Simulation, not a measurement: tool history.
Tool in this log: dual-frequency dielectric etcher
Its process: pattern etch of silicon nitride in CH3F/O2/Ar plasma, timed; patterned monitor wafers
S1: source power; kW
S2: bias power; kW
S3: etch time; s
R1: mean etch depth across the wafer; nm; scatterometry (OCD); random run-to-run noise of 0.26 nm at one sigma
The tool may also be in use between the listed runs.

{"run": 1, "hour": 0.0, "S1": 0.38, "S2": 0.055, "S3": 75, "R1": 45.044}
{"run": 2, "hour": 4.3, "S1": 0.37, "S2": 0.055, "S3": 75, "R1": 44.294}
{"run": 3, "hour": 9.3, "S1": 0.4, "S2": 0.055, "S3": 75, "R1": 46.565}
{"run": 4, "hour": 12.4, "S1": 0.4, "S2": 0.055, "S3": 75, "R1": 46.18}
{"run": 5, "hour": 16.3, "S1": 0.4, "S2": 0.055, "S3": 78.5, "R1": 48.314}
{"run": 6, "hour": 17.1, "S1": 0.39, "S2": 0.054, "S3": 78.5, "R1": 47.941}
{"run": 7, "hour": 19.8, "S1": 0.38, "S2": 0.053, "S3": 78.5, "R1": 47.134}

Forecast run 8:
{"run": 8, "hour": 26.4, "S1": 0.3, "S2": 0.047, "S3": 78, "R1": "?"}

R1: 39.466 nm
